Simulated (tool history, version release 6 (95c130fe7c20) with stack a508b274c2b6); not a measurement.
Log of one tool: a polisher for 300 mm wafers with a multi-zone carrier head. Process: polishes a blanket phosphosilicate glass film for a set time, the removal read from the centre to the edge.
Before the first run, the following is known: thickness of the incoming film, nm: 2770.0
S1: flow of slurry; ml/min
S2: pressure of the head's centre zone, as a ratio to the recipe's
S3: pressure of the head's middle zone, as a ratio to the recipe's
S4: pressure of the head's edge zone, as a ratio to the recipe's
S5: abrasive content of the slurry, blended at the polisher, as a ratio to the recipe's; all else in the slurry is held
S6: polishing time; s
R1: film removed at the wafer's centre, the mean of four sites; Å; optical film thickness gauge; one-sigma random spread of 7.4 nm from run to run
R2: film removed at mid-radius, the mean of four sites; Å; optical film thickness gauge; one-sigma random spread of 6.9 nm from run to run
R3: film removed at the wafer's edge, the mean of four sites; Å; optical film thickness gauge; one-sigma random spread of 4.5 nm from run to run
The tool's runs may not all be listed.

run 1 hour=0 | S1=150 S2=1 S3=1 S4=1 S5=1 S6=79 | R1=4039.7 R2=3920.7 R3=4133.1
run 2 hour=5.8 | S1=150 S2=0.92 S3=1 S4=1 S5=1 S6=79 | R1=3680.9 R2=3946.6 R3=4143.9
run 3 hour=10.6 | S1=150 S2=0.92 S3=1 S4=1 S5=1.2 S6=79 | R1=4046.3 R2=4347 R3=4486.8
run 4 hour=12.6 | S1=160 S2=0.94 S3=1 S4=1.04 S5=1.3 S6=80 | R1=4466.3 R2=4658.4 R3=4798
run 5 hour=20.3 | S1=165 S2=0.95 S3=0.99 S4=1.07 S5=1.35 S6=82 | R1=4476.6 R2=4672.5 R3=5125
run 6 hour=20.8 | S1=165 S2=0.95 S3=0.99 S4=1.07 S5=1.35 S6=67 | R1=3899.8 R2=3877.4 R3=4207.7

Run 7 comes next. What will it give?
run 7 hour=24.3 | S1=170 S2=0.98 S3=1 S4=1.09 S5=1.4 S6=73 | R1=? R2=? R3=?

R1: 4345.8 Å
R2: 4410 Å
R3: 4653.8 Å
